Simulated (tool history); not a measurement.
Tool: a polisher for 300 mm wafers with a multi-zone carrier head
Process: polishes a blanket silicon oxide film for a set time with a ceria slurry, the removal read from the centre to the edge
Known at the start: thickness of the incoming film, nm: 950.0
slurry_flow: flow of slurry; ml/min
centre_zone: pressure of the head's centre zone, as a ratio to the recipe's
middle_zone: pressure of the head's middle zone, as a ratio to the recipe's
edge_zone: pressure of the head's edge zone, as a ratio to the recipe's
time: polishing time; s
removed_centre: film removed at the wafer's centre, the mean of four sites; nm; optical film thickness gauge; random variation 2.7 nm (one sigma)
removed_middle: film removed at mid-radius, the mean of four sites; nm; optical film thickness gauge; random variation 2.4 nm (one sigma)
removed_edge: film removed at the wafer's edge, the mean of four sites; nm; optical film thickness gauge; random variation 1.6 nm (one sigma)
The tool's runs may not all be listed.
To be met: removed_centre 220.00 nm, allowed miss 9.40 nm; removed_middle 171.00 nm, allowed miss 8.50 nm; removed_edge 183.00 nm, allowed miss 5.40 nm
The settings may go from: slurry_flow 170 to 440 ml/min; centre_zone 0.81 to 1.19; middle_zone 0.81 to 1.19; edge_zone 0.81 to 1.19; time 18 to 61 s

| run | hour | slurry_flow | centre_zone | middle_zone | edge_zone | time | removed_centre | removed_middle | removed_edge |
|---|---|---|---|---|---|---|---|---|---|
| 1 | 0.0 | 280 | 1.00 | 1.00 | 1.00 | 39 | 221.76 | 216.10 | 216.02 |
| 2 | 1.7 | 280 | 1.00 | 0.95 | 1.00 | 39 | 222.18 | 211.07 | 217.51 |
| 3 | 8.2 | 255 | 1.00 | 0.95 | 1.00 | 39 | 218.78 | 209.33 | 219.21 |
| 4 | 11.5 | 255 | 0.94 | 0.95 | 1.00 | 39 | 205.92 | 208.43 | 216.26 |
| 5 | 15.7 | 255 | 0.99 | 0.95 | 1.00 | 39 | 219.57 | 204.85 | 217.91 |
| 6 | 20.8 | 255 | 0.99 | 1.03 | 1.00 | 39 | 220.05 | 222.07 | 216.55 |
| 7 | 26.4 | 255 | 1.01 | 1.01 | 0.98 | 38 | 216.55 | 215.54 | 208.13 |
| 8 | 31.9 | 260 | 1.04 | 0.98 | 0.98 | 37 | 216.39 | 196.99 | 205.58 |

4 next moves are on the table. One of them brings every result within its allowed miss. Which?
| A | 37.4 | 210 | 1.12 | 0.93 | 1.01 | 33 | ? | ? | ? |
| B | 37.4 | 190 | 1.19 | 0.92 | 1.00 | 34 | ? | ? | ? |
| C | 37.4 | 235 | 1.19 | 0.84 | 0.98 | 36 | ? | ? | ? |
| D | 37.4 | 250 | 1.11 | 0.84 | 1.05 | 32 | ? | ? | ? |

| move | removed_centre | removed_middle | removed_edge |
|---|---|---|---|
| A | 207.73 | 171.83 | 182.36 |
| B | 224.78 | 173.52 | 185.51 |
| C | 243.77 | 174.23 | 197.99 |
| D | 203.36 | 155.85 | 182.82 |
A: brings the result that was furthest off to its target, and leaves another outside
B: meets every target
C: nearer than the last run, and not there yet
D: brings the result that was furthest off to its target, and leaves another outside
Answer: B
